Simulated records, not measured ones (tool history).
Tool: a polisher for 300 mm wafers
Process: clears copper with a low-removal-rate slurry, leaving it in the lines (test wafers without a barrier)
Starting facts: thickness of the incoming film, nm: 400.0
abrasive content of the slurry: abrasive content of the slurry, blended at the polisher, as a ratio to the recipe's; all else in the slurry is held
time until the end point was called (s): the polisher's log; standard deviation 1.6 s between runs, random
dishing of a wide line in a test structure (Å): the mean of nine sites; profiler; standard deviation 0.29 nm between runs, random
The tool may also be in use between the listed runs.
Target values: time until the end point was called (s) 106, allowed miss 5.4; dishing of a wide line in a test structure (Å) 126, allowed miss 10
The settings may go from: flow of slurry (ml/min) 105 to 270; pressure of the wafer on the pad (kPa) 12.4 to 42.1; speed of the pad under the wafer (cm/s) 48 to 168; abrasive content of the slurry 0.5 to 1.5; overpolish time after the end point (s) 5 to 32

| run | hour | flow of slurry (ml/min) | pressure of the wafer on the pad (kPa) | speed of the pad under the wafer (cm/s) | abrasive content of the slurry | overpolish time after the end point (s) | time until the end point was called (s) | dishing of a wide line in a test structure (Å) |
|---|---|---|---|---|---|---|---|---|
| 1 | 0 | 175 | 26.9 | 108 | 1 | 16 | 101.25 | 306.44 |
| 2 | 6 | 175 | 24.8 | 112 | 1 | 14 | 101.36 | 264.22 |
| 3 | 11.7 | 165 | 22.1 | 120 | 0.95 | 12 | 108.24 | 239.3 |
| 4 | 12.6 | 185 | 20 | 120 | 1.05 | 11 | 107.91 | 225.08 |
| 5 | 15.9 | 200 | 18.6 | 118 | 1.15 | 10 | 112.79 | 208.45 |
| 6 | 16.5 | 200 | 18.6 | 138 | 1.15 | 10 | 95.597 | 231 |
| 7 | 25.4 | 215 | 17.2 | 136 | 1.2 | 9 | 99.356 | 201.53 |
| 8 | 31.7 | 225 | 16.5 | 136 | 1.25 | 8 | 100.19 | 190.2 |
| 9 | 38.4 | 235 | 15.9 | 136 | 1.3 | 7 | 100.38 | 163.97 |
| 10 | 45.6 | 240 | 15.2 | 136 | 1.35 | 7 | 102.65 | 164.61 |
| 11 | 51.9 | 245 | 14.5 | 136 | 1.4 | 7 | 100.47 | 168.9 |
| 12 | 59.2 | 205 | 22.1 | 138 | 1.15 | 5 | 85.86 | 149.81 |

Pick the move, out of 5, that brings all results within their allowed miss; only one does.
| A | 66.5 | 200 | 23.4 | 108 | 1.3 | 8 | ? | ? |
| B | 66.5 | 170 | 13.8 | 124 | 1.5 | 8 | ? | ? |
| C | 66.5 | 230 | 21.4 | 112 | 1.1 | 5 | ? | ? |
| D | 66.5 | 195 | 20.7 | 140 | 1.05 | 6 | ? | ? |
| E | 66.5 | 220 | 20 | 122 | 1.25 | 8 | ? | ? |

| move | time until the end point was called (s) | dishing of a wide line in a test structure (Å) |
|---|---|---|
| A | 99.827 | 189.8 |
| B | 115.86 | 168.44 |
| C | 105.4 | 125 |
| D | 89.49 | 165.44 |
| E | 98.339 | 191.5 |
A: the biggest miss grows against the last run
B: takes the result that was furthest off past its target
C: hits every target within its allowed miss
D: the biggest miss grows against the last run
E: the biggest miss grows against the last run
Correct choice: C, which meets every target
